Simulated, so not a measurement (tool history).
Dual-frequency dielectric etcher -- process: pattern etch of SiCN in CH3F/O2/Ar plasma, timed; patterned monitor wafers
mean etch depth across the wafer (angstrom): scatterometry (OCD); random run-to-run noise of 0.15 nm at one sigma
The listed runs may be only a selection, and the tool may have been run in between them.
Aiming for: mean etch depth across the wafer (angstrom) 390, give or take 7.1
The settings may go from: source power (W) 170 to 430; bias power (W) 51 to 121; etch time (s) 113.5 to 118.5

run    day  source power (W)  bias power (W)  etch time (s)  mean etch depth across the wafer (angstrom)
  1      0               300              86          113.5                                       446.48
  2  0.046               340              86          113.5                                       471.99
  3  0.279               340              99          113.5                                       495.12
  4  0.496               290              96          113.5                                       454.11
  5  0.812               260              95          113.5                                       431.28
  6  0.921               240              94          113.5                                       413.13
  7  1.112               230              94          113.5                                       406.03
  8  1.392               220              94          113.5                                       399.18

5 next moves are on the table. One of them brings every result within its allowed miss. Which?
  A  1.671               190             100          113.5                                            ?
  B  1.671               220             101          113.5                                            ?
  C  1.671               210             103          114.5                                            ?
  D  1.671               230              98          113.5                                            ?
  E  1.671               210              91          115.5                                            ?

move  mean etch depth across the wafer (angstrom)
   A                                       380.32
   B                                       410.16
   C                                       407.47
   D                                       414.42
   E                                       393.16
A: the result that was furthest off in the last run now lies on the other side of its target
B: lands further from the targets than the last run did
C: lands further from the targets than the last run did
D: lands further from the targets than the last run did
E: every result lands within tolerance
The move that meets every target is E.

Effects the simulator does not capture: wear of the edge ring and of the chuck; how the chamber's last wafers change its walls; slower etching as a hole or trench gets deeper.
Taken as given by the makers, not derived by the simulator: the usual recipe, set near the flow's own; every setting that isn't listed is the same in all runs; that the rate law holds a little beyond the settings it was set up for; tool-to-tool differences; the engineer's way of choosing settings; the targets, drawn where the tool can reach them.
